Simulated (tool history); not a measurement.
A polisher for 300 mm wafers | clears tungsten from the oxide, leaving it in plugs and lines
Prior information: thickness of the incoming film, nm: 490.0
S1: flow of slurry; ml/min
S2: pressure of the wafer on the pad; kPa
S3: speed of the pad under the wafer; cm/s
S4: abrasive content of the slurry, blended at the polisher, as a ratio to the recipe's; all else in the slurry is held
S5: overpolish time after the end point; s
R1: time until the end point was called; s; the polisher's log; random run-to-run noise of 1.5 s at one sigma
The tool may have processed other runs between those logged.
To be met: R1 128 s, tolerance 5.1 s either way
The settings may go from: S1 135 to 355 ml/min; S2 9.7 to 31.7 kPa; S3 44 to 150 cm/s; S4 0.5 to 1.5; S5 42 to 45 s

run  hour   S1    S2  S3  S4  S5      R1
  1     0  225  20.7  96   1  42  154.79
  2   1.2  225  20.7  96   1  45  153.35
  3   6.2  225  15.9  96   1  45  196.92
  4   7.9  225  15.9  96   1  45   195.1
  5  12.8  225  17.2  96   1  45  178.51
  6  17.3  225  17.2  96   1  45  180.38
  7  21.8  230  22.8  98   1  45  138.95
  8  28.6  230  23.4  98   1  45  135.79

Pick the move, out of 5, that brings all results within their allowed miss; only one does.
  A  35.4  225  21.4   98   1.1  45   ?
  B  35.4  220  26.9  100   0.9  42   ?
  C  35.4  265  26.9   84  0.95  42   ?
  D  35.4  220  26.9   82  0.55  42   ?
  E  35.4  185  26.2   74   1.1  45   ?

move      R1
   A  143.71
   B  119.37
   C  128.86
   D  146.19
   E  144.02
A: lands further from the targets than the last run did
B: pushes the last run's worst result past its target
C: meets every target
D: lands further from the targets than the last run did
E: lands further from the targets than the last run did
C meets every target.
